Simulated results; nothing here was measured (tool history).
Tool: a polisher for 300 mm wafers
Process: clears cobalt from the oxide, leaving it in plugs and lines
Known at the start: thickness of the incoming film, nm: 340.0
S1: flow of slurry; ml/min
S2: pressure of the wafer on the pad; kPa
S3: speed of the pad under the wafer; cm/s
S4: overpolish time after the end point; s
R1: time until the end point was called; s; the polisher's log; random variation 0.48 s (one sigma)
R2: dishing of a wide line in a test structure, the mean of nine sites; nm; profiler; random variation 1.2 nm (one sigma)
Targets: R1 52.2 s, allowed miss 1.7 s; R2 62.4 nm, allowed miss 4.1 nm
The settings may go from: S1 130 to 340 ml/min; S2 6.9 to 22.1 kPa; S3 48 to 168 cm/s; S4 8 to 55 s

run  hour   S1    S2   S3  S4      R1      R2
  1     0  220  14.5  108  28  73.711  54.261
  2     8  220  14.5  130  28  61.439  59.938
  3  10.7  225  15.2  130  28  58.073  58.568
  4  18.3  245  15.2  130  28  56.905  59.184
  5  21.2  255  15.2  130  29  57.012  58.981
  6  25.2  255  15.2  130  17  58.151  50.307
  7    30  250  15.2  130  21  57.699   55.03
  8  38.4  250  15.2  130  24  57.094  54.595
  9  40.8  250  15.2  130  27  57.882  58.712

Which of these 4 next moves meets every target?
  A  43.2  275  16.5  116  21   ?   ?
  B  43.2  250  13.1  136  29   ?   ?
  C  43.2  265  15.2  116  23   ?   ?
  D  43.2  235  15.2  144  31   ?   ?

move      R1      R2
   A   58.12  55.142
   B  62.995  58.886
   C  63.464  55.232
   D  51.995  61.477
A: as far off as the last run
B: further off than the last run
C: further off than the last run
D: meets every target
Answer: D
